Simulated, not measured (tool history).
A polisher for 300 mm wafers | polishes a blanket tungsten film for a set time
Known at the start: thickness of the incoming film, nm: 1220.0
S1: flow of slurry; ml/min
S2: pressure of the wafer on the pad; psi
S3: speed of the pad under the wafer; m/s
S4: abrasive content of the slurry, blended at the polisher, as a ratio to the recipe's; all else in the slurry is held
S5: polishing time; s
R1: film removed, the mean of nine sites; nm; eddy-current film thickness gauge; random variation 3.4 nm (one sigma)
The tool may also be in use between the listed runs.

| run | hour | S1 | S2 | S3 | S4 | S5 | R1 |
|---|---|---|---|---|---|---|---|
| 1 | 0.0 | 145 | 4.3 | 1.26 | 1.0 | 43 | 338.85 |
| 2 | 0.9 | 155 | 4.6 | 1.26 | 1.0 | 43 | 366.37 |
| 3 | 5.0 | 120 | 4.6 | 1.26 | 1.0 | 43 | 346.85 |
| 4 | 11.4 | 140 | 4.8 | 1.26 | 1.0 | 43 | 373.10 |
| 5 | 15.7 | 140 | 4.8 | 1.26 | 1.0 | 43 | 370.51 |
| 6 | 23.5 | 155 | 4.9 | 1.26 | 1.0 | 43 | 384.03 |
| 7 | 25.6 | 160 | 5.1 | 1.26 | 1.0 | 43 | 405.43 |

Forecast run 8:
| 8 | 26.7 | 165 | 5.2 | 1.26 | 1.0 | 43 | ? |

{"run 8": {"R1": 414.4}}

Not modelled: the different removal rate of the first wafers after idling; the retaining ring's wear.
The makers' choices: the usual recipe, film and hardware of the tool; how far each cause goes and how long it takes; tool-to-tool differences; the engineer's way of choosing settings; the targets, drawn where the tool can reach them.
